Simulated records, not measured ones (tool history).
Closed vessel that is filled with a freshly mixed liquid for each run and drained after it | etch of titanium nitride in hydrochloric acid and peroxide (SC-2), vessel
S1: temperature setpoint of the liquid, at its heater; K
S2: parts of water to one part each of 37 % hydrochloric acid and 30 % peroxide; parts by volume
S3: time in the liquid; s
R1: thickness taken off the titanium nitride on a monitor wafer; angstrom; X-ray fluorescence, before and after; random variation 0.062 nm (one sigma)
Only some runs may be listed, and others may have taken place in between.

run  hour      S1  S2   S3      R1
  1     0  320.15   5  525  181.34
  2   6.2  318.65   5  525  161.43
  3   9.9  315.15   5  525  127.81
  4  17.6  314.65   5  525  123.01
  5  26.3  314.15   5  525  118.93
  6  26.9  313.65   5  525  115.55
  7    29  313.15   5  525  110.73
  8  30.8  313.15   5  525  109.84
  9  31.4  313.15   5  525  111.41
 10  37.5  312.65   5  525   106.2

Run 11 comes next. What will it give?
 11  41.8  311.65   5  525   ?

Run 11 produced R1 100.44 angstrom.
